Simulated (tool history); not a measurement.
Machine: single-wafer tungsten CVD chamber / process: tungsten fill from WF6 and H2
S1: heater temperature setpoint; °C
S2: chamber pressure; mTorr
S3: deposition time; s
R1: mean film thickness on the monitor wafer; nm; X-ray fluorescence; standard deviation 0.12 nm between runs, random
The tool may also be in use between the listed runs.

run	hour	S1	S2	S3	R1
1	0	370	47100	17.1	33.671
2	1	367	47000	17.1	31.575
3	6.8	367	54900	17.1	33.704
4	14.6	367	54900	17.1	33.275
5	17.9	373	54900	17.1	37.553
6	20.5	373	58700	17.1	38.417

For run 7, what comes out?
7	24.4	368	58500	17.1	?

{"run 7": {"R1": 35.166}}
